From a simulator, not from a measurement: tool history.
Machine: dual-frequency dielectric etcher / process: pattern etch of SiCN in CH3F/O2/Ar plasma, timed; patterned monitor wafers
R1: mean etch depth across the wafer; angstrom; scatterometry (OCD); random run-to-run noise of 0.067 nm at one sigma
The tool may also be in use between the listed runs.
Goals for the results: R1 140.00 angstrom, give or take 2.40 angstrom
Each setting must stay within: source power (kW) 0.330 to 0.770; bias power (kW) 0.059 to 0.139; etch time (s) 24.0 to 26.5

run 1 hour=0.0 | source_power_(kW)=0.550 bias_power_(kW)=0.099 etch_time_(s)=26.5 | R1=125.86
run 2 hour=7.9 | source_power_(kW)=0.590 bias_power_(kW)=0.100 etch_time_(s)=26.5 | R1=131.72
run 3 hour=13.7 | source_power_(kW)=0.610 bias_power_(kW)=0.100 etch_time_(s)=26.5 | R1=133.01
run 4 hour=16.0 | source_power_(kW)=0.610 bias_power_(kW)=0.100 etch_time_(s)=24.0 | R1=120.12
run 5 hour=23.6 | source_power_(kW)=0.610 bias_power_(kW)=0.100 etch_time_(s)=24.0 | R1=120.79
run 6 hour=24.4 | source_power_(kW)=0.650 bias_power_(kW)=0.105 etch_time_(s)=24.0 | R1=125.64
run 7 hour=26.9 | source_power_(kW)=0.680 bias_power_(kW)=0.110 etch_time_(s)=24.0 | R1=131.02
run 8 hour=29.9 | source_power_(kW)=0.700 bias_power_(kW)=0.112 etch_time_(s)=24.0 | R1=133.70

5 next moves are on the table. One of them brings every result within its allowed miss. Which?
run A hour=32.9 | source_power_(kW)=0.700 bias_power_(kW)=0.116 etch_time_(s)=25.0 | R1=?
run B hour=32.9 | source_power_(kW)=0.740 bias_power_(kW)=0.095 etch_time_(s)=25.0 | R1=?
run C hour=32.9 | source_power_(kW)=0.690 bias_power_(kW)=0.115 etch_time_(s)=26.0 | R1=?
run D hour=32.9 | source_power_(kW)=0.690 bias_power_(kW)=0.112 etch_time_(s)=26.5 | R1=?
run E hour=32.9 | source_power_(kW)=0.750 bias_power_(kW)=0.118 etch_time_(s)=25.0 | R1=?

move=A R1=140.74
move=B R1=134.71
move=C R1=145.00
move=D R1=146.43
move=E R1=145.95
A: in spec on every target
B: an improvement on the last run, though not all results are within tolerance
C: takes the biggest miss from the last run beyond its target
D: takes the biggest miss from the last run beyond its target
E: takes the biggest miss from the last run beyond its target
A meets every target.
